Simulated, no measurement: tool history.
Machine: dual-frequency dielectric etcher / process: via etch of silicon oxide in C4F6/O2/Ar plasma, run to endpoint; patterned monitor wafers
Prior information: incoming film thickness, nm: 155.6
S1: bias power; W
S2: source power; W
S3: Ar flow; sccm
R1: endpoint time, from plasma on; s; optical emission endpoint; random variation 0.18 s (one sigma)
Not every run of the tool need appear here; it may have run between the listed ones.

run,day,S1,S2,S3,R1
1,0.000,494,440,251,31.540
2,0.354,494,440,286,32.046
3,0.558,494,440,313,32.059
4,0.808,554,480,310,29.637
5,1.075,594,510,307,27.580
6,1.258,594,510,289,27.136

Predict the results of run 7:
7,1.592,615,510,289,?

Run 7 produced R1 27.323 s.
